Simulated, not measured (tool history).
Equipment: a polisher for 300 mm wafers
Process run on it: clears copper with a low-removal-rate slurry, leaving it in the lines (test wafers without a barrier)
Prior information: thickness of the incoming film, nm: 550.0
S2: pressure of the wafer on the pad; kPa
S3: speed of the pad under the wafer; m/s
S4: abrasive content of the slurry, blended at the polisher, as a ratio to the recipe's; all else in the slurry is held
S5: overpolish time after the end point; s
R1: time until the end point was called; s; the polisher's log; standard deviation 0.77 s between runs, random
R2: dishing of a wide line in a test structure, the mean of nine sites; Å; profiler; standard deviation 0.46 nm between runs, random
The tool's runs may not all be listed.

run 1 day=0 | flow_of_slurry_(ml/min)=260 S2=21.4 S3=1.38 S4=1 S5=17 | R1=137.38 R2=203.92
run 2 day=0.333 | flow_of_slurry_(ml/min)=260 S2=21.4 S3=1.38 S4=1.2 S5=17 | R1=134.24 R2=217.08
run 3 day=0.429 | flow_of_slurry_(ml/min)=260 S2=23.4 S3=1.38 S4=1.2 S5=16 | R1=123.16 R2=223.3
run 4 day=0.679 | flow_of_slurry_(ml/min)=260 S2=24.8 S3=1.4 S4=1.15 S5=14 | R1=114.1 R2=219.25
run 5 day=1.017 | flow_of_slurry_(ml/min)=260 S2=21.4 S3=1.4 S4=1.15 S5=14 | R1=132.41 R2=205.83
run 6 day=1.179 | flow_of_slurry_(ml/min)=260 S2=23.4 S3=1.42 S4=1.15 S5=13 | R1=119.85 R2=202.36
run 7 day=1.288 | flow_of_slurry_(ml/min)=265 S2=29.6 S3=1.46 S4=1.15 S5=16 | R1=94.647 R2=232.82
run 8 day=1.317 | flow_of_slurry_(ml/min)=265 S2=30.3 S3=1.48 S4=1.15 S5=15 | R1=90.311 R2=230.37
run 9 day=1.658 | flow_of_slurry_(ml/min)=265 S2=31 S3=1.5 S4=1.15 S5=15 | R1=86.508 R2=231.74
run 10 day=1.975 | flow_of_slurry_(ml/min)=265 S2=31.7 S3=1.52 S4=1.15 S5=15 | R1=85.678 R2=231.63
run 11 day=2.108 | flow_of_slurry_(ml/min)=265 S2=31.7 S3=1.54 S4=1.15 S5=15 | R1=84.3 R2=238.13

Run 12 has not been measured yet. What should we expect?
run 12 day=2.267 | flow_of_slurry_(ml/min)=265 S2=31.7 S3=1.54 S4=1.15 S5=15 | R1=? R2=?

R1: 82.106 s
R2: 229.01 Å

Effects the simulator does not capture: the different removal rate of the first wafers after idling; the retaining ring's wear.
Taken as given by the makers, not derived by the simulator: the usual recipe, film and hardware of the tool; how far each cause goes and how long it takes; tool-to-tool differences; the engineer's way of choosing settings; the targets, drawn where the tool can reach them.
